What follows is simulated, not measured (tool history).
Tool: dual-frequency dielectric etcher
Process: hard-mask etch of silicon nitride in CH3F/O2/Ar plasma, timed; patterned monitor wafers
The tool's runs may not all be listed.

run,day,source power (W),bias power (W),etch time (s),mean etch depth across the wafer (angstrom)
1,0.000,350,88,164.5,1257.4
2,0.288,330,86,164.0,1212.5
3,0.412,330,86,164.5,1213.1
4,0.629,330,99,164.5,1284.7
5,0.883,300,99,164.5,1255.6
6,1.058,300,91,164.5,1203.8

The next listed run, before its measurement:
7,1.271,290,89,164.0,?

mean etch depth across the wafer (angstrom): 1178.2
